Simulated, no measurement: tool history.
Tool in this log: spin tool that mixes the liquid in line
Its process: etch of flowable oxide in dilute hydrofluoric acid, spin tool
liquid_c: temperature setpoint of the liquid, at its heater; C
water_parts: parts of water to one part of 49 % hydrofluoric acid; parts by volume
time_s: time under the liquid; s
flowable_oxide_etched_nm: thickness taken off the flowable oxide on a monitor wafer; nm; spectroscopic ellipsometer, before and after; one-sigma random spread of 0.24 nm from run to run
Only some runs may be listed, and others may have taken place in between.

run 1 hour=0.0 | liquid_c=20.0 water_parts=200 time_s=265 | flowable_oxide_etched_nm=23.189
run 2 hour=3.8 | liquid_c=20.0 water_parts=200 time_s=280 | flowable_oxide_etched_nm=24.822
run 3 hour=8.7 | liquid_c=20.0 water_parts=230 time_s=280 | flowable_oxide_etched_nm=20.719
run 4 hour=15.6 | liquid_c=20.0 water_parts=230 time_s=265 | flowable_oxide_etched_nm=19.597
run 5 hour=18.6 | liquid_c=22.0 water_parts=200 time_s=265 | flowable_oxide_etched_nm=25.073
run 6 hour=25.9 | liquid_c=23.5 water_parts=180 time_s=265 | flowable_oxide_etched_nm=30.309
-- hour=32.6 hydrofluoric acid flow meter replaced
run 7 hour=32.6 | liquid_c=24.5 water_parts=165 time_s=265 | flowable_oxide_etched_nm=39.924
run 8 hour=38.5 | liquid_c=27.0 water_parts=165 time_s=265 | flowable_oxide_etched_nm=43.853

Predict the results of run 9:
run 9 hour=40.5 | liquid_c=28.0 water_parts=150 time_s=265 | flowable_oxide_etched_nm=?

{"run 9": {"flowable_oxide_etched_nm": 50.808}}
